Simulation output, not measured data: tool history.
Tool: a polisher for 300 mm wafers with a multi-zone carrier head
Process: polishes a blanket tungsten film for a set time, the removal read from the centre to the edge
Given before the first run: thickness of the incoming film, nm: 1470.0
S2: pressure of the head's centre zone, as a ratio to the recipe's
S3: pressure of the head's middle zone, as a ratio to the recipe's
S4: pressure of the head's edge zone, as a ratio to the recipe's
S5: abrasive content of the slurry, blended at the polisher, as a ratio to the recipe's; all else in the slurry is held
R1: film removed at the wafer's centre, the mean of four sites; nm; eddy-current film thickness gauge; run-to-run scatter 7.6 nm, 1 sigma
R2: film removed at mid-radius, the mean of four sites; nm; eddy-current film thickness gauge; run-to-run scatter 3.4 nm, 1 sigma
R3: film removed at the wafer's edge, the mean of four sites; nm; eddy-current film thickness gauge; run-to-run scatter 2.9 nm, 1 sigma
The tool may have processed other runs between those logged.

Run 1, hour 0: flow of slurry (ml/min) 190, S2 1, S3 1, S4 1, S5 1, polishing time (s) 67. Result: R1 384.53 nm, R2 404.35 nm, R3 412.42 nm.
Run 2, hour 4.1: flow of slurry (ml/min) 190, S2 1, S3 1, S4 1, S5 0.9, polishing time (s) 67. Result: R1 395.42 nm, R2 391.29 nm, R3 403.48 nm.
Run 3, hour 6.7: flow of slurry (ml/min) 190, S2 1, S3 1, S4 1, S5 1.1, polishing time (s) 67. Result: R1 399.04 nm, R2 413.09 nm, R3 426.91 nm.
Run 4, hour 9.4: flow of slurry (ml/min) 210, S2 1.04, S3 1, S4 1, S5 1.15, polishing time (s) 67. Result: R1 428.03 nm, R2 424.8 nm, R3 429.9 nm.
Run 5, hour 15.4: flow of slurry (ml/min) 220, S2 1.07, S3 1, S4 1.03, S5 1.2, polishing time (s) 67. Result: R1 449.11 nm, R2 433.59 nm, R3 446.23 nm.
Run 6, hour 17.1: flow of slurry (ml/min) 220, S2 1, S3 1, S4 1.03, S5 1.2, polishing time (s) 67. Result: R1 431.52 nm, R2 434.04 nm, R3 444.19 nm.
Run 7, hour 20: flow of slurry (ml/min) 270, S2 1.1, S3 0.96, S4 0.93, S5 1.45, polishing time (s) 68. Result: R1 509.76 nm, R2 454.96 nm, R3 462.05 nm.

What does the tool deliver on the next run?
Run 8, hour 24.3: flow of slurry (ml/min) 275, S2 1.12, S3 0.96, S4 0.94, S5 1.45, polishing time (s) 68. Result: R1 ?, R2 ?, R3 ?.

{"run 8": {"R1": 526.78, "R2": 458.54, "R3": 465.05}}
